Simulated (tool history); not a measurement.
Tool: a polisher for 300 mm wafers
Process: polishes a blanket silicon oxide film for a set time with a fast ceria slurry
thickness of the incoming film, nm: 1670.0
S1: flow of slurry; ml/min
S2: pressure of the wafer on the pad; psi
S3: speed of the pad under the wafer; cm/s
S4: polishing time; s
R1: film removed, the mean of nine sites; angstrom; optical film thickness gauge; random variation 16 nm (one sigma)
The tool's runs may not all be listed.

run    day   S1   S2  S3   S4       R1
  1  0.000  220  1.9  82  101   9282.8
  2  0.208  220  2.1  82  101   9945.8
  3  0.242  180  2.1  82  101   9729.2
  4  0.379  180  2.5  82  101  10874.0
  5  0.417  185  2.6  82  101  11258.0
  6  0.550  185  2.6  62  101   8703.5

Run 7 comes next. What will it give?
  7  0.846  190  2.7  66  101   ?

R1: 9496.8 angstrom
